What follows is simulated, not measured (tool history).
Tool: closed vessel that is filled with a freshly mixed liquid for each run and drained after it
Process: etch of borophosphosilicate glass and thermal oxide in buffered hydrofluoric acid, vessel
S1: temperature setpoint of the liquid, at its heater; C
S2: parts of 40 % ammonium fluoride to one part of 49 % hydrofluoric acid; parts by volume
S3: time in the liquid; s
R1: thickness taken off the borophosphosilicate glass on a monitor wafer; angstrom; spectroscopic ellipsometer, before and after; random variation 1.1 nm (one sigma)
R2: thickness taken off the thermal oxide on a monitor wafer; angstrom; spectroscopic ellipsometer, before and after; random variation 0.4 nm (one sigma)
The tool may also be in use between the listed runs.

| run | day | S1 | S2 | S3 | R1 | R2 |
|---|---|---|---|---|---|---|
| 1 | 0 | 24 | 18.5 | 60 | 981.7 | 402.68 |
| 2 | 0.325 | 21.5 | 18.5 | 60 | 847.71 | 352.28 |
| 3 | 0.562 | 21.5 | 23 | 60 | 711.04 | 301.07 |
| 4 | 0.867 | 24 | 22.5 | 60 | 835.82 | 348.6 |
| 5 | 0.921 | 25.5 | 22.5 | 60 | 896.43 | 376.64 |
| 6 | 1.133 | 24 | 22.5 | 60 | 833.62 | 348.37 |
| 7 | 1.275 | 28 | 20 | 60 | 1112 | 458.51 |
| 8 | 1.354 | 29 | 20 | 60 | 1173.7 | 494.54 |
| 9 | 1.475 | 29.5 | 20 | 60 | 1190.1 | 500.13 |

Forecast run 10:
| 10 | 1.862 | 30 | 19.5 | 60 | ? | ? |

Run 10 gave R1 1281.8 angstrom, R2 525.38 angstrom.
